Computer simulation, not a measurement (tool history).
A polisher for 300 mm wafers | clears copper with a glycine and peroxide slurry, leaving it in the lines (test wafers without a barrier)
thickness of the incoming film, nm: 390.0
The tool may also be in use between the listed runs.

run	hour	flow of slurry (ml/min)	pressure of the wafer on the pad (kPa)	speed of the pad under the wafer (m/s)	overpolish time after the end point (s)	time until the end point was called (s)	dishing of a wide line in a test structure (Å)
1	0	185	13.8	0.9	24	127.28	487.51
2	6.7	190	13.8	0.92	22	124.28	453.96
3	12.3	190	13.8	1.1	22	110.96	505.6
4	20.6	190	13.8	1.1	28	112.38	598.77
5	24.2	195	13.1	1.1	25	112.67	545.28
6	31.5	195	10.3	1.1	25	129.93	487.73
7	39	210	11.7	1.14	14	116.71	333.3
8	41.4	205	11.7	1.14	14	116.1	332.42
# hour 44.7: worn pad replaced by a new one
9	44.7	200	11.7	1.12	15	105.8	373.39
10	48.4	200	11.7	1.12	15	107.49	373.7

Forecast run 11:
11	54.9	205	11.7	1.12	15	?	?

time until the end point was called (s): 108.46
dishing of a wide line in a test structure (Å): 367.43
